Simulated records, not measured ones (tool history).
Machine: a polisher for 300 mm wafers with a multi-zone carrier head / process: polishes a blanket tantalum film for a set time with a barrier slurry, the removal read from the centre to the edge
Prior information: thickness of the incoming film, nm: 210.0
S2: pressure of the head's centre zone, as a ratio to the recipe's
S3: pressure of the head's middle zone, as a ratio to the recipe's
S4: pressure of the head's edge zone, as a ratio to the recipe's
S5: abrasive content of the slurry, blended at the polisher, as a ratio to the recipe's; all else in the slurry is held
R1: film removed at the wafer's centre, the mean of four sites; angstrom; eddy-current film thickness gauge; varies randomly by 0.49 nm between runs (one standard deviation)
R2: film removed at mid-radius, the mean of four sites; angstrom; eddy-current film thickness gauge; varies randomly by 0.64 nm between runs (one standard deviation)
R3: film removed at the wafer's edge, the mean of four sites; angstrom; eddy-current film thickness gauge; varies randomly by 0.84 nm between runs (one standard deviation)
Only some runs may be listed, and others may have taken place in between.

run 1 hour=0 | flow_of_slurry_(ml/min)=315 S2=1 S3=1 S4=1 S5=1 polishing_time_(s)=72 | R1=779.81 R2=811.66 R3=806.1
run 2 hour=3.9 | flow_of_slurry_(ml/min)=315 S2=1.03 S3=1 S4=1 S5=1 polishing_time_(s)=72 | R1=813.06 R2=801.47 R3=797.84
run 3 hour=12.9 | flow_of_slurry_(ml/min)=315 S2=0.98 S3=1 S4=0.97 S5=0.85 polishing_time_(s)=69 | R1=704.02 R2=719.82 R3=715.56
run 4 hour=13.8 | flow_of_slurry_(ml/min)=315 S2=0.98 S3=1 S4=0.97 S5=0.85 polishing_time_(s)=54 | R1=537.81 R2=565.98 R3=561.68
run 5 hour=16 | flow_of_slurry_(ml/min)=315 S2=0.95 S3=1.02 S4=0.99 S5=0.85 polishing_time_(s)=54 | R1=528.15 R2=583.7 R3=551.24
run 6 hour=22.2 | flow_of_slurry_(ml/min)=305 S2=0.91 S3=1.01 S4=1.01 S5=0.95 polishing_time_(s)=54 | R1=524.1 R2=594 R3=589.3
run 7 hour=30.6 | flow_of_slurry_(ml/min)=305 S2=0.89 S3=1.02 S4=1.02 S5=0.95 polishing_time_(s)=54 | R1=515.1 R2=598.78 R3=581.61

Forecast run 8:
run 8 hour=34 | flow_of_slurry_(ml/min)=300 S2=0.87 S3=1.03 S4=1.03 S5=0.95 polishing_time_(s)=54 | R1=? R2=? R3=?

Run 8 yielded R1 502.34 angstrom, R2 588.93 angstrom, R3 587.94 angstrom.
